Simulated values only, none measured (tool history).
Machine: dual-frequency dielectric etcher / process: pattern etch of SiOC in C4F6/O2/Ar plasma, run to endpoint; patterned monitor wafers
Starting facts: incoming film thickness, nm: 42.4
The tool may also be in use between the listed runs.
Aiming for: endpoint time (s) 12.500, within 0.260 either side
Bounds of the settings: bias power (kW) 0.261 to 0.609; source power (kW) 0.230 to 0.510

Run 1, hour 0.0: bias power (kW) 0.435, source power (kW) 0.370. Result: endpoint time (s) 15.119.
Run 2, hour 5.6: bias power (kW) 0.503, source power (kW) 0.370. Result: endpoint time (s) 14.084.
Run 3, hour 8.3: bias power (kW) 0.503, source power (kW) 0.430. Result: endpoint time (s) 13.223.
Run 4, hour 16.7: bias power (kW) 0.514, source power (kW) 0.430. Result: endpoint time (s) 13.267.
Run 5, hour 18.7: bias power (kW) 0.514, source power (kW) 0.370. Result: endpoint time (s) 13.908.
Run 6, hour 23.9: bias power (kW) 0.514, source power (kW) 0.310. Result: endpoint time (s) 14.890.
Run 7, hour 28.7: bias power (kW) 0.536, source power (kW) 0.330. Result: endpoint time (s) 14.210.
Run 8, hour 33.4: bias power (kW) 0.553, source power (kW) 0.340. Result: endpoint time (s) 13.775.
Run 9, hour 39.9: bias power (kW) 0.566, source power (kW) 0.350. Result: endpoint time (s) 13.554.
Run 10, hour 44.0: bias power (kW) 0.576, source power (kW) 0.360. Result: endpoint time (s) 13.265.
Run 11, hour 52.8: bias power (kW) 0.584, source power (kW) 0.370. Result: endpoint time (s) 13.202.
Run 12, hour 58.5: bias power (kW) 0.590, source power (kW) 0.380. Result: endpoint time (s) 12.925.
Run 13, hour 61.2: bias power (kW) 0.594, source power (kW) 0.380. Result: endpoint time (s) 12.878.
At hour 69.3: wet clean of the chamber.
Run 14, hour 69.3: bias power (kW) 0.609, source power (kW) 0.400. Result: endpoint time (s) 13.116.
Run 15, hour 75.8: bias power (kW) 0.609, source power (kW) 0.420. Result: endpoint time (s) 12.891.

Which one of the following 5 next-run settings gets every result inside its allowed miss? There is exactly one.
Run A, hour 82.3: bias power (kW) 0.582, source power (kW) 0.380. Result: endpoint time (s) ?.
Run B, hour 82.3: bias power (kW) 0.609, source power (kW) 0.450. Result: endpoint time (s) ?.
Run C, hour 82.3: bias power (kW) 0.609, source power (kW) 0.490. Result: endpoint time (s) ?.
Run D, hour 82.3: bias power (kW) 0.594, source power (kW) 0.410. Result: endpoint time (s) ?.
Run E, hour 82.3: bias power (kW) 0.609, source power (kW) 0.510. Result: endpoint time (s) ?.

move  endpoint time (s)
   A             13.664
   B             12.577
   C             12.188
   D             13.164
   E             12.010
A: its largest miss is bigger than the last run's
B: every result lands within tolerance
C: carries the result that was furthest off beyond its target, to the other side
D: its largest miss is bigger than the last run's
E: carries the result that was furthest off beyond its target, to the other side
B meets every target.
